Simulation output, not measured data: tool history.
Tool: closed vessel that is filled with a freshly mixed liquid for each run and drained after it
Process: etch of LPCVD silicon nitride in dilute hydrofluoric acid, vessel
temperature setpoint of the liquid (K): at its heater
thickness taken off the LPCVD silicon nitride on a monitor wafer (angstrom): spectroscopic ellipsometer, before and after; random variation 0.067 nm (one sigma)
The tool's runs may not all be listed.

| run | hour | temperature setpoint of the liquid (K) | parts of water to one part of 49 % hydrofluoric acid (parts by volume) | time in the liquid (s) | thickness taken off the LPCVD silicon nitride on a monitor wafer (angstrom) |
|---|---|---|---|---|---|
| 1 | 0.0 | 294.15 | 80 | 515 | 25.297 |
| 2 | 9.2 | 294.15 | 80 | 515 | 25.675 |
| 3 | 11.2 | 294.15 | 70 | 515 | 29.207 |
| 4 | 20.0 | 294.15 | 70 | 515 | 29.035 |
| 5 | 23.8 | 296.15 | 60 | 515 | 38.786 |
| 6 | 28.1 | 297.65 | 55 | 515 | 46.392 |
| 7 | 37.0 | 298.65 | 50 | 515 | 54.794 |
| 8 | 46.7 | 299.65 | 50 | 515 | 58.710 |

Run 9 comes next. What will it give?
| 9 | 53.2 | 300.15 | 50 | 515 | ? |

thickness taken off the LPCVD silicon nitride on a monitor wafer (angstrom): 60.602
